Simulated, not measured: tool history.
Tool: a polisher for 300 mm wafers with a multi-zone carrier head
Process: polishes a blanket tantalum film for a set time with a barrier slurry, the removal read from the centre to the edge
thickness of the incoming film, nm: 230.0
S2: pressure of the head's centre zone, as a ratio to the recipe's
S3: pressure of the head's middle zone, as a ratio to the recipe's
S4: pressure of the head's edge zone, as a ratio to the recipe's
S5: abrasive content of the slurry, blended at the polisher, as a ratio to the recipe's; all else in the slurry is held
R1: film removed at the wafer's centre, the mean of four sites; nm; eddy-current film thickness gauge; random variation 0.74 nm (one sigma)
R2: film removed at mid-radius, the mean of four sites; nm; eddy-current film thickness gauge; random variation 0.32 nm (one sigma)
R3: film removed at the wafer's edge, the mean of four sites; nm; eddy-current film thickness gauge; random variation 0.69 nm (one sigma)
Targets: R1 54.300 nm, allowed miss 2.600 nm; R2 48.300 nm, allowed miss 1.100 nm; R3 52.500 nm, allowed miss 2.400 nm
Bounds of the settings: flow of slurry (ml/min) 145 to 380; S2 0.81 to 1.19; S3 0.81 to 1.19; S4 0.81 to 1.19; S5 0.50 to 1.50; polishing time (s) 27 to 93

Run 1, hour 0.0: flow of slurry (ml/min) 245, S2 1.00, S3 1.00, S4 1.00, S5 1.00, polishing time (s) 59. Result: R1 95.598 nm, R2 91.159 nm, R3 88.812 nm.
Run 2, hour 6.5: flow of slurry (ml/min) 240, S2 0.99, S3 0.97, S4 0.99, S5 0.90, polishing time (s) 56. Result: R1 85.236 nm, R2 82.624 nm, R3 81.951 nm.
Run 3, hour 12.5: flow of slurry (ml/min) 240, S2 0.99, S3 0.97, S4 0.99, S5 1.00, polishing time (s) 56. Result: R1 86.104 nm, R2 85.007 nm, R3 82.943 nm.
Run 4, hour 19.2: flow of slurry (ml/min) 240, S2 0.99, S3 0.97, S4 0.99, S5 1.10, polishing time (s) 56. Result: R1 88.996 nm, R2 85.785 nm, R3 88.155 nm.
Run 5, hour 23.5: flow of slurry (ml/min) 240, S2 0.99, S3 0.97, S4 0.99, S5 0.95, polishing time (s) 56. Result: R1 83.560 nm, R2 84.267 nm, R3 84.231 nm.
Run 6, hour 29.2: flow of slurry (ml/min) 240, S2 1.02, S3 0.95, S4 0.99, S5 0.90, polishing time (s) 52. Result: R1 80.623 nm, R2 76.666 nm, R3 77.004 nm.
Run 7, hour 33.9: flow of slurry (ml/min) 235, S2 1.03, S3 0.93, S4 0.99, S5 0.85, polishing time (s) 49. Result: R1 78.483 nm, R2 69.260 nm, R3 71.571 nm.
Run 8, hour 41.7: flow of slurry (ml/min) 230, S2 1.02, S3 0.91, S4 0.98, S5 0.80, polishing time (s) 47. Result: R1 73.033 nm, R2 64.556 nm, R3 67.858 nm.
Run 9, hour 49.6: flow of slurry (ml/min) 225, S2 1.01, S3 0.90, S4 0.96, S5 0.75, polishing time (s) 46. Result: R1 67.527 nm, R2 61.901 nm, R3 64.636 nm.
Run 10, hour 54.2: flow of slurry (ml/min) 220, S2 1.01, S3 0.89, S4 0.95, S5 0.70, polishing time (s) 45. Result: R1 65.049 nm, R2 58.878 nm, R3 62.176 nm.
Run 11, hour 60.1: flow of slurry (ml/min) 215, S2 1.01, S3 0.88, S4 0.93, S5 0.65, polishing time (s) 45. Result: R1 63.738 nm, R2 56.658 nm, R3 58.933 nm.

4 next moves are on the table. One of them brings every result within its allowed miss. Which?
Run A, hour 66.0: flow of slurry (ml/min) 260, S2 1.03, S3 0.82, S4 0.88, S5 0.70, polishing time (s) 36. Result: R1 ?, R2 ?, R3 ?.
Run B, hour 66.0: flow of slurry (ml/min) 255, S2 1.06, S3 0.86, S4 0.93, S5 0.75, polishing time (s) 34. Result: R1 ?, R2 ?, R3 ?.
Run C, hour 66.0: flow of slurry (ml/min) 250, S2 0.98, S3 0.82, S4 0.92, S5 0.55, polishing time (s) 40. Result: R1 ?, R2 ?, R3 ?.
Run D, hour 66.0: flow of slurry (ml/min) 245, S2 1.03, S3 0.83, S4 1.05, S5 0.55, polishing time (s) 38. Result: R1 ?, R2 ?, R3 ?.

move      R1      R2      R3
   A  54.159  45.803  48.056
   B  53.338  45.120  47.168
   C  53.961  48.017  51.462
   D  53.756  45.823  51.982
A: takes the result that was furthest off past its target
B: takes the result that was furthest off past its target
C: meets every target
D: takes the result that was furthest off past its target
The right move is C.

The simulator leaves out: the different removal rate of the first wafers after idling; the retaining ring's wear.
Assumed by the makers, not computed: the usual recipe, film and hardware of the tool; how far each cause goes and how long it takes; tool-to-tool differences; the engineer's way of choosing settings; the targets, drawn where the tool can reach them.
